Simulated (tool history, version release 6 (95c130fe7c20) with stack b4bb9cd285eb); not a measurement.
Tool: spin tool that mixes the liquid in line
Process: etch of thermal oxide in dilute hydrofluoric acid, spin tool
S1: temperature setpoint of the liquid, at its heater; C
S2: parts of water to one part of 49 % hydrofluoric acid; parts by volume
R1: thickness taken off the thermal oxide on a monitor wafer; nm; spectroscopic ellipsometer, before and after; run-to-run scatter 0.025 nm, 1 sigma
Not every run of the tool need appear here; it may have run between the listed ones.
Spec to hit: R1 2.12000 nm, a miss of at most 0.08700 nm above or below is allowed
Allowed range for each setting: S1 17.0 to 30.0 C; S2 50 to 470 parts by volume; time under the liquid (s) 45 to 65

{"run": 1, "hour": 0.0, "S1": 22.0, "S2": 260, "time under the liquid (s)": 65, "R1": 0.95241}
{"run": 2, "hour": 8.3, "S1": 24.5, "S2": 220, "time under the liquid (s)": 65, "R1": 1.2656}
{"run": 3, "hour": 11.9, "S1": 26.5, "S2": 220, "time under the liquid (s)": 65, "R1": 1.361}
{"run": 4, "hour": 12.8, "S1": 26.5, "S2": 160, "time under the liquid (s)": 65, "R1": 1.9818}
{"run": 5, "hour": 19.9, "S1": 26.5, "S2": 125, "time under the liquid (s)": 65, "R1": 2.6107}
{"run": 6, "hour": 23.3, "S1": 26.5, "S2": 65, "time under the liquid (s)": 65, "R1": 5.5091}
{"run": 7, "hour": 29.4, "S1": 26.5, "S2": 100, "time under the liquid (s)": 65, "R1": 3.4649}
{"run": 8, "hour": 38.3, "S1": 26.5, "S2": 120, "time under the liquid (s)": 65, "R1": 2.8369}
{"run": 9, "hour": 46.9, "S1": 26.5, "S2": 120, "time under the liquid (s)": 65, "R1": 2.7537}
{"run": 10, "hour": 52.8, "S1": 26.5, "S2": 130, "time under the liquid (s)": 65, "R1": 2.4865}

Pick the move, out of 4, that brings all results within their allowed miss; only one does.
{"run": "A", "hour": 58.7, "S1": 30.0, "S2": 150, "time under the liquid (s)": 50, "R1": "?"}
{"run": "B", "hour": 58.7, "S1": 26.5, "S2": 105, "time under the liquid (s)": 45, "R1": "?"}
{"run": "C", "hour": 58.7, "S1": 26.5, "S2": 110, "time under the liquid (s)": 45, "R1": "?"}
{"run": "D", "hour": 58.7, "S1": 28.5, "S2": 140, "time under the liquid (s)": 50, "R1": "?"}

move=A R1=1.89890
move=B R1=2.27220
move=C R1=2.15500
move=D R1=1.95170
A: takes the result that was furthest off past its target
B: closes in on the targets versus the last run, not all within tolerance yet
C: every result within its allowed miss
D: takes the result that was furthest off past its target
C meets every target.
